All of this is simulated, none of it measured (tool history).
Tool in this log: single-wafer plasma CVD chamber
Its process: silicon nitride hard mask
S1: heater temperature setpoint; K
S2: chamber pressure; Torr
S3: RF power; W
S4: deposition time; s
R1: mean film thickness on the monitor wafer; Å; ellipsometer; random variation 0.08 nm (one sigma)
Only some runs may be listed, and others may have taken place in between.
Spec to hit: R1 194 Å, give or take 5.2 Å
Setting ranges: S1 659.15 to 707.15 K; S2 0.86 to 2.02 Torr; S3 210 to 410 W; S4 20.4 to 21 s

run	hour	S1	S2	S3	S4	R1
1	0	683.15	1.44	310	20.4	210.83
2	6.3	683.15	1.61	310	20.4	215.96
3	15.2	683.15	1.57	305	20.4	211.68
4	20	683.15	1.41	305	20.4	208.01
5	22.8	692.15	1.41	305	20.4	205.68
6	31.5	692.15	1.39	305	20.4	207.03
7	34.4	692.15	1.37	300	20.4	201.78
8	40.4	692.15	1.37	300	20.4	201.29
9	45.9	692.15	1.36	300	20.4	201.05
10	50.5	692.15	1.36	300	20.4	201.81
11	52.2	692.15	1.35	300	20.4	201.82
12	58.6	692.15	1.34	300	20.4	202.1

Pick the move, out of 4, that brings all results within their allowed miss; only one does.
A	65	691.15	1.25	315	20.9	?
B	65	694.15	1.24	305	20.9	?
C	65	690.15	1.13	315	21	?
D	65	686.15	1.21	295	20.6	?

move	R1
A	212.94
B	206.56
C	208.94
D	197.48
A: its largest miss is bigger than the last run's
B: its largest miss is bigger than the last run's
C: its largest miss is bigger than the last run's
D: all results land within tolerance of their targets
So the answer is move D, the one that meets all the targets.
